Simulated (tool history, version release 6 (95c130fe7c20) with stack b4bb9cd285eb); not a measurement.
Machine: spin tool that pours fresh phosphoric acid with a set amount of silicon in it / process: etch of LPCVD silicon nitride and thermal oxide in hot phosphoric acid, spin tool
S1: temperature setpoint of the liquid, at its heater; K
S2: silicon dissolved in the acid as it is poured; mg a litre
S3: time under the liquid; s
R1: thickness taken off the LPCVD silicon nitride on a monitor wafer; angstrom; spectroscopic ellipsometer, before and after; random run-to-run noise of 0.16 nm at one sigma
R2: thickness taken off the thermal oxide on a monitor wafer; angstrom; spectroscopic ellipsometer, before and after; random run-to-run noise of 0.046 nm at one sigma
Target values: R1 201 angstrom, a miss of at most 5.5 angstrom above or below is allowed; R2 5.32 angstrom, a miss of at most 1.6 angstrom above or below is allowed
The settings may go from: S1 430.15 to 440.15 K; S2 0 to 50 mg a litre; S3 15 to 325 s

{"run": 1, "hour": 0.0, "S1": 435.15, "S2": 27.5, "S3": 165, "R1": 154.51, "R2": 3.4362}
{"run": 2, "hour": 3.4, "S1": 435.15, "S2": 27.5, "S3": 110, "R1": 103.15, "R2": 2.067}
{"run": 3, "hour": 3.9, "S1": 436.15, "S2": 27.5, "S3": 130, "R1": 125.54, "R2": 2.84}
{"run": 4, "hour": 6.1, "S1": 437.15, "S2": 28.5, "S3": 145, "R1": 142.47, "R2": 2.7468}
{"run": 5, "hour": 10.8, "S1": 437.65, "S2": 26, "S3": 155, "R1": 156.62, "R2": 4.0066}
{"run": 6, "hour": 17.6, "S1": 438.15, "S2": 26.5, "S3": 160, "R1": 165.39, "R2": 3.2507}
{"run": 7, "hour": 21.4, "S1": 438.65, "S2": 24, "S3": 165, "R1": 172.96, "R2": 4.6099}
{"run": 8, "hour": 29.6, "S1": 439.15, "S2": 24, "S3": 170, "R1": 178.28, "R2": 4.6631}
{"run": 9, "hour": 32.2, "S1": 439.15, "S2": 24, "S3": 175, "R1": 184.57, "R2": 4.8467}

Which of these 5 next moves meets every target?
{"run": "A", "hour": 34.8, "S1": 438.15, "S2": 14.5, "S3": 155, "R1": "?", "R2": "?"}
{"run": "B", "hour": 34.8, "S1": 436.15, "S2": 5, "S3": 180, "R1": "?", "R2": "?"}
{"run": "C", "hour": 34.8, "S1": 438.15, "S2": 24.5, "S3": 170, "R1": "?", "R2": "?"}
{"run": "D", "hour": 34.8, "S1": 439.65, "S2": 35, "S3": 200, "R1": "?", "R2": "?"}
{"run": "E", "hour": 34.8, "S1": 440.15, "S2": 21.5, "S3": 185, "R1": "?", "R2": "?"}

move=A R1=157.67 R2=4.2718
move=B R1=171.42 R2=5.2951
move=C R1=172.93 R2=3.5283
move=D R1=213.68 R2=3.0332
move=E R1=200.9 R2=4.8714
A: misses by more than the last run did
B: misses by more than the last run did
C: misses by more than the last run did
D: carries the result that was furthest off beyond its target, to the other side
E: hits every target within its allowed miss
The move that meets every target is E.
